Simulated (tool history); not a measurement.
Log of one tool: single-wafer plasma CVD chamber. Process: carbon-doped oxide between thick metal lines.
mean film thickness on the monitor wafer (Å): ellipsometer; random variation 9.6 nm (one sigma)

run    day  heater temperature setpoint (deg C)  chamber pressure (Pa)  RF power (kW)  deposition time (s)  mean film thickness on the monitor wafer (Å)
  1  0.000                                  350                    821          0.645                  298                                         18877
  2  0.229                                  349                    840          0.665                  298                                         19264
  3  0.592                                  349                    840          0.665                  298                                         19292
  4  0.925                                  348                    856          0.680                  298                                         19599
  5  1.121                                  347                    868          0.695                  298                                         19864
  6  1.196                                  346                    876          0.710                  298                                         20249
  7  1.500                                  345                    887          0.720                  298                                         20313
  8  1.546                                  345                    889          0.735                  298                                         20364
  9  1.658                                  345                    889          0.735                  298                                         20522
 10  2.012                                  345                    897          0.750                  298                                         20549
 11  2.117                                  344                    908          0.760                  298                                         21091
 12  2.438                                  343                    919          0.765                  298                                         21101
 13  2.654                                  342                    927          0.775                  298                                         21150
 14  2.779                                  342                    927          0.785                  298                                         21601
 15  2.812                                  341                    931          0.790                  298                                         21538
     2.850  -- thermocouple changed; heater temperature recalibrated
 16  2.850                                  341                    935          0.795                  298                                         21440
 17  3.225                                  341                    936          0.805                  298                                         21778
 18  3.367                                  341                    939          0.810                  298                                         21599
 19  3.421                                  341                    939          0.810                  298                                         21515
 20  3.712                                  340                    947          0.815                  298                                         21599
 21  3.754                                  340                    947          0.820                  299                                         21904
 22  4.108                                  340                    951          0.825                  299                                         22112

The next listed run, before its measurement:
 23  4.196                                  340                    952          0.825                  299                                             ?

Run 23 gave mean film thickness on the monitor wafer (Å) 21911.

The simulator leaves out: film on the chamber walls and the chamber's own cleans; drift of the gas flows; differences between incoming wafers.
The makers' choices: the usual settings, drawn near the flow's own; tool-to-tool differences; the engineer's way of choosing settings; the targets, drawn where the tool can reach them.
